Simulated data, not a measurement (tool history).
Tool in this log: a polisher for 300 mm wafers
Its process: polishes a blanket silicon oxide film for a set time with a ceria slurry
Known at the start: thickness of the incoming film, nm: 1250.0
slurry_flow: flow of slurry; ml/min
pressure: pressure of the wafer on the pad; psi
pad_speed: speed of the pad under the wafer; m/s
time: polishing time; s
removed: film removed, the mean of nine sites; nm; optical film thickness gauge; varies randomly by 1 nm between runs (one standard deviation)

run,hour,slurry_flow,pressure,pad_speed,time,removed
1,0,300,4,1.4,22,185.73
2,6,300,3.4,1.4,22,157.26
3,9.5,300,3.4,1.56,22,174.86
4,16.6,300,2.9,1.48,22,142.58
5,20.2,300,2.6,1.44,22,125
6,27.5,300,2.6,1.44,22,127.59
7,28.6,300,2.4,1.42,22,115.84

Predict the results of run 8:
8,35,300,2.4,1.42,22,?

removed: 114.26 nm
